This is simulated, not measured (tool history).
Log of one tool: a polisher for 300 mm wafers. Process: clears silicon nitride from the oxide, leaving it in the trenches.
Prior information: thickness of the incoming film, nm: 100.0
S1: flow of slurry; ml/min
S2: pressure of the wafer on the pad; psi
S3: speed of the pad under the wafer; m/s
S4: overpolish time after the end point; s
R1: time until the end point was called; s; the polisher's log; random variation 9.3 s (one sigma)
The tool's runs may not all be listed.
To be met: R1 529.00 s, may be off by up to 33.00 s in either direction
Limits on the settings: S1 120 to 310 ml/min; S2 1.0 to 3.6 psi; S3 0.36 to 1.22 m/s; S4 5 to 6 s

| run | hour | S1 | S2 | S3 | S4 | R1 |
|---|---|---|---|---|---|---|
| 1 | 0.0 | 200 | 2.3 | 0.78 | 6 | 204.69 |
| 2 | 6.6 | 200 | 1.8 | 0.78 | 6 | 251.49 |
| 3 | 14.5 | 200 | 1.7 | 0.72 | 6 | 298.06 |
| 4 | 16.0 | 200 | 1.6 | 0.70 | 6 | 321.63 |
| 5 | 23.3 | 200 | 1.6 | 0.70 | 6 | 318.19 |
| 6 | 26.3 | 200 | 1.5 | 0.68 | 6 | 346.96 |
| 7 | 27.1 | 200 | 1.4 | 0.66 | 6 | 379.22 |
| 8 | 31.5 | 195 | 1.0 | 0.54 | 6 | 647.76 |
| 9 | 32.9 | 200 | 1.0 | 0.54 | 6 | 631.91 |

4 next moves are on the table. One of them brings every result within its allowed miss. Which?
| A | 34.3 | 245 | 1.1 | 0.52 | 6 | ? |
| B | 34.3 | 215 | 1.1 | 0.54 | 6 | ? |
| C | 34.3 | 125 | 1.0 | 0.64 | 5 | ? |
| D | 34.3 | 210 | 1.3 | 0.50 | 6 | ? |

| move | R1 |
|---|---|
| A | 601.35 |
| B | 589.46 |
| C | 604.32 |
| D | 543.62 |
A: closer than the last run, but not yet in spec
B: closer than the last run, but not yet in spec
C: closer than the last run, but not yet in spec
D: every result lands within tolerance
Go with D: it meets all targets.

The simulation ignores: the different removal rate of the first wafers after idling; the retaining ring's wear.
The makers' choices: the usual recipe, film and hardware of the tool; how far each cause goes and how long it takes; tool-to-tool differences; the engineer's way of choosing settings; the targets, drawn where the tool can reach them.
